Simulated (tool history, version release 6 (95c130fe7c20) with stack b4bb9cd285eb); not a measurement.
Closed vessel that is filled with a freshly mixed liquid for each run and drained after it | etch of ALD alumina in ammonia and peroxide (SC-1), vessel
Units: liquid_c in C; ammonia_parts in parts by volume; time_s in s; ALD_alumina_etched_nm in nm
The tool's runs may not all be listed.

| run | hour | liquid_c | ammonia_parts | time_s | ALD_alumina_etched_nm |
|---|---|---|---|---|---|
| 1 | 0 | 56 | 0.5 | 425 | 32.042 |
| 2 | 9 | 56 | 0.5 | 425 | 31.714 |
| 3 | 17.3 | 49.5 | 0.5 | 425 | 22.291 |
| 4 | 25 | 54.5 | 0.5 | 425 | 30.134 |
| 5 | 33.6 | 54.5 | 0.65 | 425 | 30.587 |
| 6 | 38.4 | 58 | 0.65 | 425 | 36.868 |
| 7 | 40.9 | 60 | 0.65 | 425 | 40.925 |

Run 8 comes next. What will it give?
| 8 | 50 | 60 | 0.65 | 425 | ? |

ALD_alumina_etched_nm: 41.069 nm

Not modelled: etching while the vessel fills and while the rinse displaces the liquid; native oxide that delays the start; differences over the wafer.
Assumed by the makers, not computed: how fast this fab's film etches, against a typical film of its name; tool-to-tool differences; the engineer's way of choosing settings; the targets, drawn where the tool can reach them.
